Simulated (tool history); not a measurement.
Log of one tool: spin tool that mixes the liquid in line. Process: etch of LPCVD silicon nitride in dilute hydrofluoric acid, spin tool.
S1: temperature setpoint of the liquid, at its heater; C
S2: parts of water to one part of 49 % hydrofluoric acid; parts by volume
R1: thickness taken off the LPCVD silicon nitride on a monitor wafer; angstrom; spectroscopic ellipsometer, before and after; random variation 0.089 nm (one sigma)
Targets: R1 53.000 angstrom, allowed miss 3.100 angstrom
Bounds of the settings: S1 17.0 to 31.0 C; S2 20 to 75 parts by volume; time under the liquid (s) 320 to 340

Run 1, hour 0.0: S1 23.0 C, S2 45 parts by volume, time under the liquid (s) 320. Result: R1 32.757 angstrom.
Run 2, hour 2.3: S1 24.0 C, S2 45 parts by volume, time under the liquid (s) 320. Result: R1 34.972 angstrom.
Run 3, hour 3.6: S1 25.0 C, S2 45 parts by volume, time under the liquid (s) 320. Result: R1 37.016 angstrom.
Run 4, hour 6.7: S1 26.0 C, S2 45 parts by volume, time under the liquid (s) 320. Result: R1 38.427 angstrom.
Run 5, hour 10.7: S1 27.0 C, S2 45 parts by volume, time under the liquid (s) 320. Result: R1 42.277 angstrom.
Run 6, hour 15.8: S1 24.5 C, S2 45 parts by volume, time under the liquid (s) 320. Result: R1 34.988 angstrom.
Run 7, hour 18.4: S1 25.5 C, S2 45 parts by volume, time under the liquid (s) 320. Result: R1 38.063 angstrom.
Run 8, hour 20.0: S1 26.5 C, S2 45 parts by volume, time under the liquid (s) 320. Result: R1 40.623 angstrom.
Run 9, hour 23.6: S1 27.0 C, S2 45 parts by volume, time under the liquid (s) 320. Result: R1 43.459 angstrom.
Run 10, hour 32.7: S1 27.5 C, S2 45 parts by volume, time under the liquid (s) 320. Result: R1 44.403 angstrom.
At hour 35.4: thermometer replaced.
Run 11, hour 35.4: S1 28.0 C, S2 45 parts by volume, time under the liquid (s) 320. Result: R1 47.509 angstrom.

5 next moves are on the table. One of them brings every result within its allowed miss. Which?
Run A, hour 38.1: S1 28.5 C, S2 45 parts by volume, time under the liquid (s) 335. Result: R1 ?.
Run B, hour 38.1: S1 28.5 C, S2 50 parts by volume, time under the liquid (s) 325. Result: R1 ?.
Run C, hour 38.1: S1 29.5 C, S2 40 parts by volume, time under the liquid (s) 335. Result: R1 ?.
Run D, hour 38.1: S1 27.5 C, S2 45 parts by volume, time under the liquid (s) 320. Result: R1 ?.
Run E, hour 38.1: S1 20.0 C, S2 20 parts by volume, time under the liquid (s) 320. Result: R1 ?.

move      R1
   A  51.647
   B  45.165
   C  61.898
   D  46.200
   E  60.622
A: meets every target
B: further off than the last run
C: takes the result that was furthest off past its target
D: further off than the last run
E: takes the result that was furthest off past its target
The right move is A.
